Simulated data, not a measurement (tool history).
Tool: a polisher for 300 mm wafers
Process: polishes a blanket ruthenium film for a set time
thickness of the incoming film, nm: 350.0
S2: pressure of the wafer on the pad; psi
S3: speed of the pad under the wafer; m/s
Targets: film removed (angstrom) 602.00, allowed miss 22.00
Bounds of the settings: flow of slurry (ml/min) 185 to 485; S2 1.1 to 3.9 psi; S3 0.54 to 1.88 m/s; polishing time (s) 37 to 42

run 1 hour=0.0 | flow_of_slurry_(ml/min)=310 S2=2.5 S3=1.20 polishing_time_(s)=42 | film_removed_(angstrom)=799.70
run 2 hour=8.6 | flow_of_slurry_(ml/min)=310 S2=2.3 S3=1.20 polishing_time_(s)=42 | film_removed_(angstrom)=721.66
run 3 hour=12.1 | flow_of_slurry_(ml/min)=310 S2=2.7 S3=1.20 polishing_time_(s)=42 | film_removed_(angstrom)=853.84
run 4 hour=16.7 | flow_of_slurry_(ml/min)=310 S2=2.6 S3=1.20 polishing_time_(s)=42 | film_removed_(angstrom)=813.60
run 5 hour=18.8 | flow_of_slurry_(ml/min)=310 S2=2.5 S3=1.20 polishing_time_(s)=42 | film_removed_(angstrom)=785.57
run 6 hour=27.8 | flow_of_slurry_(ml/min)=310 S2=2.5 S3=1.34 polishing_time_(s)=42 | film_removed_(angstrom)=883.17
run 7 hour=29.6 | flow_of_slurry_(ml/min)=310 S2=2.3 S3=1.34 polishing_time_(s)=42 | film_removed_(angstrom)=815.43
run 8 hour=33.3 | flow_of_slurry_(ml/min)=310 S2=2.2 S3=1.34 polishing_time_(s)=42 | film_removed_(angstrom)=791.80
run 9 hour=36.2 | flow_of_slurry_(ml/min)=310 S2=2.1 S3=1.34 polishing_time_(s)=42 | film_removed_(angstrom)=746.29
run 10 hour=40.3 | flow_of_slurry_(ml/min)=310 S2=1.5 S3=1.32 polishing_time_(s)=42 | film_removed_(angstrom)=538.59
run 11 hour=48.1 | flow_of_slurry_(ml/min)=310 S2=1.6 S3=1.32 polishing_time_(s)=42 | film_removed_(angstrom)=559.29
run 12 hour=55.1 | flow_of_slurry_(ml/min)=310 S2=1.8 S3=1.32 polishing_time_(s)=42 | film_removed_(angstrom)=639.52

5 next moves are on the table. One of them brings every result within its allowed miss. Which?
run A hour=62.1 | flow_of_slurry_(ml/min)=330 S2=2.0 S3=1.32 polishing_time_(s)=39 | film_removed_(angstrom)=?
run B hour=62.1 | flow_of_slurry_(ml/min)=330 S2=1.8 S3=1.46 polishing_time_(s)=42 | film_removed_(angstrom)=?
run C hour=62.1 | flow_of_slurry_(ml/min)=365 S2=2.4 S3=1.12 polishing_time_(s)=42 | film_removed_(angstrom)=?
run D hour=62.1 | flow_of_slurry_(ml/min)=290 S2=1.9 S3=1.34 polishing_time_(s)=37 | film_removed_(angstrom)=?
run E hour=62.1 | flow_of_slurry_(ml/min)=260 S2=1.8 S3=1.26 polishing_time_(s)=39 | film_removed_(angstrom)=?

move=A film_removed_(angstrom)=673.67
move=B film_removed_(angstrom)=723.28
move=C film_removed_(angstrom)=744.00
move=D film_removed_(angstrom)=609.68
move=E film_removed_(angstrom)=567.77
A: further off than the last run
B: further off than the last run
C: further off than the last run
D: meets every target
E: takes the result that was furthest off past its target
The right move is D.
